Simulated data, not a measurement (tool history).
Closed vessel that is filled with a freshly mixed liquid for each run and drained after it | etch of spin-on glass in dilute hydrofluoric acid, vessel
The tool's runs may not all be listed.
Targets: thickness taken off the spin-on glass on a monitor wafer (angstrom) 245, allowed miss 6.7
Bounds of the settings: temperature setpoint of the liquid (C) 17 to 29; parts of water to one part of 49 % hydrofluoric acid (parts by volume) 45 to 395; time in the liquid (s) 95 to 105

run	hour	temperature setpoint of the liquid (C)	parts of water to one part of 49 % hydrofluoric acid (parts by volume)	time in the liquid (s)	thickness taken off the spin-on glass on a monitor wafer (angstrom)
1	0	21	220	95	147.55
2	2.9	21	220	105	160.56
3	9.4	18.5	220	105	145.33
4	11.8	18.5	220	105	146.03
5	15.6	20	220	105	155.14
6	23.6	21.5	220	105	165.63
7	28	22.5	215	105	174.97
8	34.1	23.5	210	105	187.89
9	39.6	24.5	210	105	195.81
10	47.4	25	210	105	198.49
11	48.2	25.5	210	105	203.71
12	50.8	26	210	105	205.36
13	59.3	26.5	210	105	209.32
14	67.9	27	210	105	212.84
15	76.6	27.5	210	105	215.32

5 next moves are on the table. One of them brings every result within its allowed miss. Which?
A	85.3	28.5	195	105	?
B	85.3	29	235	100	?
C	85.3	24	180	95	?
D	85.3	27.5	225	105	?
E	85.3	25	195	100	?

move	thickness taken off the spin-on glass on a monitor wafer (angstrom)
A	250.26
B	192
C	211.88
D	202.23
E	210.14
A: meets every target
B: further off than the last run
C: further off than the last run
D: further off than the last run
E: further off than the last run
Answer: A
